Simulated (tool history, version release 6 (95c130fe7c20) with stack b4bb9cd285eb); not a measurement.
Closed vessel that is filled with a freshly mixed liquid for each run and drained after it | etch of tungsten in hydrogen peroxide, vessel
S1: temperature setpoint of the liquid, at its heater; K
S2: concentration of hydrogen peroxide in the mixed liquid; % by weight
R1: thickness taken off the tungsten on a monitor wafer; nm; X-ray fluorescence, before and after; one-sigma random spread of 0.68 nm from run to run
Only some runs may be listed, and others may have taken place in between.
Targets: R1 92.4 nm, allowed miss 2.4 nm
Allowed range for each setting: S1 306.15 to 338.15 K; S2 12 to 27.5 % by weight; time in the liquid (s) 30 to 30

Run 1, hour 0: S1 322.15 K, S2 18.5 % by weight, time in the liquid (s) 30. Result: R1 53.126 nm.
Run 2, hour 3.4: S1 324.15 K, S2 18.5 % by weight, time in the liquid (s) 30. Result: R1 59.487 nm.
Run 3, hour 4.4: S1 324.15 K, S2 18.5 % by weight, time in the liquid (s) 30. Result: R1 58.732 nm.
Run 4, hour 6.2: S1 319.65 K, S2 18.5 % by weight, time in the liquid (s) 30. Result: R1 45.051 nm.
Run 5, hour 9.1: S1 325.65 K, S2 18.5 % by weight, time in the liquid (s) 30. Result: R1 64.228 nm.
Run 6, hour 13.6: S1 325.65 K, S2 18.5 % by weight, time in the liquid (s) 30. Result: R1 65.396 nm.
Run 7, hour 21.6: S1 326.65 K, S2 18.5 % by weight, time in the liquid (s) 30. Result: R1 69.643 nm.
Run 8, hour 26.5: S1 327.65 K, S2 18.5 % by weight, time in the liquid (s) 30. Result: R1 73.558 nm.
Run 9, hour 33.9: S1 328.65 K, S2 18.5 % by weight, time in the liquid (s) 30. Result: R1 77.82 nm.
Run 10, hour 38.5: S1 329.15 K, S2 18.5 % by weight, time in the liquid (s) 30. Result: R1 80.769 nm.
Run 11, hour 43.7: S1 329.65 K, S2 18.5 % by weight, time in the liquid (s) 30. Result: R1 83.223 nm.
Run 12, hour 47: S1 330.15 K, S2 18.5 % by weight, time in the liquid (s) 30. Result: R1 84.503 nm.
Run 13, hour 49.3: S1 330.65 K, S2 18.5 % by weight, time in the liquid (s) 30. Result: R1 86.802 nm.

Which of these 5 next moves meets every target?
Run A, hour 51.6: S1 331.65 K, S2 20 % by weight, time in the liquid (s) 30. Result: R1 ?.
Run B, hour 51.6: S1 333.15 K, S2 18 % by weight, time in the liquid (s) 30. Result: R1 ?.
Run C, hour 51.6: S1 331.65 K, S2 18.5 % by weight, time in the liquid (s) 30. Result: R1 ?.
Run D, hour 51.6: S1 332.15 K, S2 15 % by weight, time in the liquid (s) 30. Result: R1 ?.
Run E, hour 51.6: S1 329.65 K, S2 21 % by weight, time in the liquid (s) 30. Result: R1 ?.

move      R1
   A  96.138
   B   99.46
   C  92.463
   D  85.705
   E  87.656
A: carries the result that was furthest off beyond its target, to the other side
B: carries the result that was furthest off beyond its target, to the other side
C: hits every target within its allowed miss
D: its largest miss is bigger than the last run's
E: an improvement on the last run, though not all results are within tolerance
Correct choice: C, which meets every target

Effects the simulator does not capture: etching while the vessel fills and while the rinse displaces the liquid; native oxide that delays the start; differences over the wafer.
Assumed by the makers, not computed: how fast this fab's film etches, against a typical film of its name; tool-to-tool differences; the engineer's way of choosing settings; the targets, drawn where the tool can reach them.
